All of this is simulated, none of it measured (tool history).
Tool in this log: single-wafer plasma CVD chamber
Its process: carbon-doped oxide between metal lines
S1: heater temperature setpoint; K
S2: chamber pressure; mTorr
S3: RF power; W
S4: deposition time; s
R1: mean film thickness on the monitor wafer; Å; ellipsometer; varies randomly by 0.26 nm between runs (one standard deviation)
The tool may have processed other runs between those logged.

| run | hour | S1 | S2 | S3 | S4 | R1 |
|---|---|---|---|---|---|---|
| 1 | 0.0 | 598.15 | 6140 | 450 | 15.1 | 729.60 |
| 2 | 4.1 | 598.15 | 6840 | 450 | 15.1 | 726.21 |
| 3 | 5.7 | 598.15 | 7240 | 450 | 15.1 | 733.49 |
| 4 | 10.0 | 598.15 | 7240 | 480 | 15.1 | 767.20 |
| 5 | 13.6 | 598.15 | 7240 | 480 | 14.3 | 722.78 |
| 6 | 19.3 | 598.15 | 8110 | 480 | 14.3 | 725.67 |
| 7 | 24.9 | 603.15 | 8120 | 435 | 14.3 | 675.88 |
| 8 | 33.4 | 606.15 | 8080 | 400 | 14.3 | 628.54 |

What will run 9 give?
| 9 | 39.7 | 609.15 | 8050 | 385 | 14.3 | ? |

{"run 9": {"R1": 609.68}}
